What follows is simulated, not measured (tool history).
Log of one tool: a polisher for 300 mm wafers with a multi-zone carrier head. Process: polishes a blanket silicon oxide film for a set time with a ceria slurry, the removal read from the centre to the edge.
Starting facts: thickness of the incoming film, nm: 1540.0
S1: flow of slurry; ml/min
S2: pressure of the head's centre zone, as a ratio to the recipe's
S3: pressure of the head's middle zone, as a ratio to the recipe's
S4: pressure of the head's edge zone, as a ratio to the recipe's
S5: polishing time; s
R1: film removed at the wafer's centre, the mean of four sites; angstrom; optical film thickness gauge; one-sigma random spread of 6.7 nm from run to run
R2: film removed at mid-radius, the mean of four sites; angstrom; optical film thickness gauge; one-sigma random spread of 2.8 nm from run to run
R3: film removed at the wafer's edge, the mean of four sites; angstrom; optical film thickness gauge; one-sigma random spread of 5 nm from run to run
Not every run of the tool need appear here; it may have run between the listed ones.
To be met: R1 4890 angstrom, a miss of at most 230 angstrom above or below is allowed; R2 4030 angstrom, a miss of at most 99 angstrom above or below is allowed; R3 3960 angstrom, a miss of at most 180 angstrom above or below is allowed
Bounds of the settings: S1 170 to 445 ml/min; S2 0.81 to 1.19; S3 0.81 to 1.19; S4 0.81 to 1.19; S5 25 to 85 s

run 1 day=0 | S1=285 S2=1 S3=1 S4=1 S5=55 | R1=3104.4 R2=3079.5 R3=3169.5
run 2 day=0.312 | S1=285 S2=1 S3=1 S4=1 S5=63 | R1=3553.8 R2=3569.1 R3=3588.3
run 3 day=0.35 | S1=295 S2=1.04 S3=1 S4=1 S5=64 | R1=3805.2 R2=3557.9 R3=3673.7
run 4 day=0.5 | S1=295 S2=1.04 S3=1.07 S4=1 S5=64 | R1=3795.9 R2=3849.5 R3=3693.6
run 5 day=0.579 | S1=295 S2=0.99 S3=1.07 S4=1 S5=64 | R1=3588 R2=3776.9 R3=3651.5
run 6 day=0.771 | S1=350 S2=0.99 S3=1.07 S4=1 S5=64 | R1=3649.4 R2=3891.6 R3=3638.3
run 7 day=1.054 | S1=355 S2=1.03 S3=1.06 S4=1 S5=65 | R1=3790 R2=3905.5 R3=3836.8
run 8 day=1.167 | S1=330 S2=1.06 S3=1.05 S4=0.97 S5=66 | R1=4093.4 R2=3923.2 R3=3702.3
run 9 day=1.2 | S1=330 S2=1.09 S3=1.05 S4=0.97 S5=67 | R1=4255.7 R2=3903.1 R3=3859.8

Next run, 5 choices. One meets every target within its allowed miss, the rest don't. Which?
run A day=1.233 | S1=315 S2=1.15 S3=0.96 S4=0.98 S5=74 | R1=? R2=? R3=?
run B day=1.233 | S1=445 S2=1.03 S3=0.98 S4=1.01 S5=75 | R1=? R2=? R3=?
run C day=1.233 | S1=345 S2=0.99 S3=1.16 S4=1.11 S5=64 | R1=? R2=? R3=?
run D day=1.233 | S1=260 S2=1.03 S3=0.99 S4=1 S5=76 | R1=? R2=? R3=?
run E day=1.233 | S1=370 S2=1.19 S3=1.01 S4=0.93 S5=70 | R1=? R2=? R3=?

move=A R1=4798.7 R2=4067.4 R3=4236.7
move=B R1=4475.6 R2=4304 R3=4440.8
move=C R1=3602.9 R2=4165.6 R3=3907.7
move=D R1=4328.6 R2=4216.3 R3=4335.1
move=E R1=4765.5 R2=4066 R3=3945
A: the worst result of the last run now meets its target, but another is out of spec
B: roughly where the last run was
C: its largest miss is bigger than the last run's
D: gains on the last run, yet a result remains outside its allowed miss
E: every result lands within tolerance
The move that meets every target is E.
